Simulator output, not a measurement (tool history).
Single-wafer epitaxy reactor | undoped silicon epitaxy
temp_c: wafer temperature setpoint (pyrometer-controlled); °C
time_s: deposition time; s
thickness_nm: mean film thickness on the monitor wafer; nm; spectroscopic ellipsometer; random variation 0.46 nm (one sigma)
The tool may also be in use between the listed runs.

{"run": 1, "day": 0.0, "temp_c": 670, "time_s": 407, "thickness_nm": 101.01}
{"run": 2, "day": 0.125, "temp_c": 670, "time_s": 437, "thickness_nm": 108.49}
{"run": 3, "day": 0.229, "temp_c": 666, "time_s": 436, "thickness_nm": 98.222}
{"run": 4, "day": 0.471, "temp_c": 664, "time_s": 436, "thickness_nm": 94.505}
{"run": 5, "day": 0.6, "temp_c": 664, "time_s": 469, "thickness_nm": 100.98}
{"run": 6, "day": 0.721, "temp_c": 664, "time_s": 521, "thickness_nm": 111.69}
{"run": 7, "day": 0.929, "temp_c": 660, "time_s": 520, "thickness_nm": 101.54}
{"run": 8, "day": 1.233, "temp_c": 657, "time_s": 519, "thickness_nm": 94.846}
{"run": 9, "day": 1.279, "temp_c": 655, "time_s": 519, "thickness_nm": 90.6}
{"run": 10, "day": 1.367, "temp_c": 653, "time_s": 519, "thickness_nm": 84.781}

Forecast run 11:
{"run": 11, "day": 1.446, "temp_c": 652, "time_s": 519, "thickness_nm": "?"}

Run 11 gave thickness_nm 82.330 nm.

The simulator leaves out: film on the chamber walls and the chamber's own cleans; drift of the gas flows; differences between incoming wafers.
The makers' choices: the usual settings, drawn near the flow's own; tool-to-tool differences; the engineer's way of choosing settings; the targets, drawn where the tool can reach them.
